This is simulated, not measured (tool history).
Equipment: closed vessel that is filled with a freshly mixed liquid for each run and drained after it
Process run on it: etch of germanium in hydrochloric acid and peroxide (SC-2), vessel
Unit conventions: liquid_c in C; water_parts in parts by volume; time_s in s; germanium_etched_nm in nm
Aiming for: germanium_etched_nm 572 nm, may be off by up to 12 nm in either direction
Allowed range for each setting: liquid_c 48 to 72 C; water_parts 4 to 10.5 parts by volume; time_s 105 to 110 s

| run | hour | liquid_c | water_parts | time_s | germanium_etched_nm |
|---|---|---|---|---|---|
| 1 | 0 | 64 | 5.5 | 105 | 475.16 |
| 2 | 5 | 65 | 5.5 | 105 | 489.41 |
| 3 | 12.6 | 66 | 5.5 | 105 | 500.96 |
| 4 | 14.5 | 66 | 5.5 | 105 | 501.62 |
| 5 | 18.7 | 67 | 5.5 | 105 | 516.92 |
| 6 | 22.6 | 67 | 4 | 105 | 521.03 |
| 7 | 29.4 | 67.5 | 4 | 105 | 528.71 |
| 8 | 32.7 | 68 | 4 | 105 | 537.74 |
| 9 | 37.3 | 68.5 | 4 | 105 | 546.57 |
| 10 | 45.8 | 69 | 4 | 105 | 555.38 |

Exercise: of the 4 proposed moves below, exactly one satisfies all targets within the stated allowed misses. Which move is it?
| A | 54.3 | 71.5 | 4 | 105 | ? |
| B | 54.3 | 72 | 6 | 105 | ? |
| C | 54.3 | 66 | 4 | 110 | ? |
| D | 54.3 | 71 | 6 | 105 | ? |

| move | germanium_etched_nm |
|---|---|
| A | 593.83 |
| B | 592.36 |
| C | 531.29 |
| D | 576.09 |
A: takes the result that was furthest off past its target
B: takes the result that was furthest off past its target
C: misses by more than the last run did
D: every result lands within tolerance
So the answer is move D, the one that meets all the targets.
